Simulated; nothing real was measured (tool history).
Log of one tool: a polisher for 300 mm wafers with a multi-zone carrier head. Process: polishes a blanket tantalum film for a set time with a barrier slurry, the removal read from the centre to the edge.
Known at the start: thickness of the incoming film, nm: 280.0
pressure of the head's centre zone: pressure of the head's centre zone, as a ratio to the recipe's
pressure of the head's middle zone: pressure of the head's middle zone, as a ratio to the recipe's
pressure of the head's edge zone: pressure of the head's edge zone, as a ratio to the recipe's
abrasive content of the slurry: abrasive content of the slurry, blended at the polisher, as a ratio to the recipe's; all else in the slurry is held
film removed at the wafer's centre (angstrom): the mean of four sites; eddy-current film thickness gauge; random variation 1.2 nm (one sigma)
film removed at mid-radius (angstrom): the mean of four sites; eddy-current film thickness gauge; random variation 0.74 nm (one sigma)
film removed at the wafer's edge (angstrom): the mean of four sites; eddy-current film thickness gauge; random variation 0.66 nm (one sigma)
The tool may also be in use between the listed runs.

| run | day | flow of slurry (ml/min) | pressure of the head's centre zone | pressure of the head's middle zone | pressure of the head's edge zone | abrasive content of the slurry | polishing time (s) | film removed at the wafer's centre (angstrom) | film removed at mid-radius (angstrom) | film removed at the wafer's edge (angstrom) |
|---|---|---|---|---|---|---|---|---|---|---|
| 1 | 0 | 250 | 1 | 1 | 1 | 1 | 41 | 805.5 | 870.04 | 854.86 |
| 2 | 0.162 | 250 | 1 | 1 | 1 | 1 | 36 | 709.47 | 766.93 | 761.81 |
| 3 | 0.483 | 250 | 1.02 | 0.99 | 0.99 | 1 | 36 | 729.41 | 756.68 | 762.02 |
| 4 | 0.604 | 250 | 1.03 | 0.99 | 0.98 | 1 | 36 | 734.79 | 764.39 | 743.48 |
| 5 | 0.675 | 250 | 1.03 | 0.99 | 1.02 | 1 | 36 | 726.37 | 773.55 | 780.44 |
| 6 | 0.917 | 250 | 1.04 | 0.98 | 1.01 | 1 | 36 | 744.05 | 762.46 | 777.87 |
| 7 | 1.108 | 250 | 1.05 | 0.97 | 1 | 1 | 36 | 762.29 | 758.16 | 780.05 |

Run 8 comes next. What will it give?
| 8 | 1.25 | 250 | 1.06 | 0.96 | 0.99 | 1 | 36 | ? | ? | ? |

film removed at the wafer's centre (angstrom): 763.39
film removed at mid-radius (angstrom): 749.2
film removed at the wafer's edge (angstrom): 765.1

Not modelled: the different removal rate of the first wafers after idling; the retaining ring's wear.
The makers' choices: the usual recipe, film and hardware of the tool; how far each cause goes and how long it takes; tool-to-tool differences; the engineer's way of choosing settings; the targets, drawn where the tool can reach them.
